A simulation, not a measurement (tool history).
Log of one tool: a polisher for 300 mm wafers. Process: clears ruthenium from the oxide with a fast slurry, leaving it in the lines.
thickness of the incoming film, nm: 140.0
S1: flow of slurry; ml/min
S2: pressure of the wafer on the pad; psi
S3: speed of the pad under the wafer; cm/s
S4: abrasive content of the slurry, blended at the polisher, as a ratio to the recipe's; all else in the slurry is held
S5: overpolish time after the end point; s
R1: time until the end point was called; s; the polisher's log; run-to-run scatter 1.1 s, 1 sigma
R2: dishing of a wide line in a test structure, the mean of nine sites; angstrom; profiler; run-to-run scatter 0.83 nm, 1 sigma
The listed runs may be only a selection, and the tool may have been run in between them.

{"run": 1, "day": 0.0, "S1": 245, "S2": 1.7, "S3": 128, "S4": 1.0, "S5": 29, "R1": 41.062, "R2": 765.78}
{"run": 2, "day": 0.021, "S1": 245, "S2": 1.4, "S3": 114, "S4": 1.0, "S5": 29, "R1": 52.092, "R2": 587.65}
{"run": 3, "day": 0.296, "S1": 245, "S2": 1.2, "S3": 98, "S4": 1.0, "S5": 32, "R1": 66.663, "R2": 517.16}
{"run": 4, "day": 0.342, "S1": 245, "S2": 1.2, "S3": 98, "S4": 1.0, "S5": 26, "R1": 66.257, "R2": 440.96}
{"run": 5, "day": 0.542, "S1": 245, "S2": 1.2, "S3": 98, "S4": 1.0, "S5": 36, "R1": 65.851, "R2": 579.25}
{"run": 6, "day": 0.683, "S1": 245, "S2": 1.1, "S3": 90, "S4": 1.0, "S5": 36, "R1": 75.589, "R2": 507.5}

Run 7 is up next; what results do you expect?
{"run": 7, "day": 0.817, "S1": 240, "S2": 0.8, "S3": 74, "S4": 1.0, "S5": 35, "R1": "?", "R2": "?"}

R1: 113.680 s
R2: 378.98 angstrom
